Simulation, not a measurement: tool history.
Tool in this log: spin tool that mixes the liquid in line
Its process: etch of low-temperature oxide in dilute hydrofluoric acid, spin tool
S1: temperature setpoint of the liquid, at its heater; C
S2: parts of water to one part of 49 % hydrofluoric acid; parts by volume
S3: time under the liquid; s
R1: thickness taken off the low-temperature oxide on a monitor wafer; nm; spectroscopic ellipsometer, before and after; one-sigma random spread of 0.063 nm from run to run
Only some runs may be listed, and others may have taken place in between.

run	hour	S1	S2	S3	R1
1	0	22	235	55	4.2317
2	8.8	24	200	55	5.6184
3	15.5	25.5	175	55	6.8707
4	17.9	25.5	95	55	14.094
5	26.7	24.5	95	55	13.436
6	31.1	24.5	175	55	6.6263
7	36.9	24.5	175	55	6.6764

What does the tool deliver on the next run?
8	39.8	24.5	155	55	?

{"run 8": {"R1": 7.6093}}
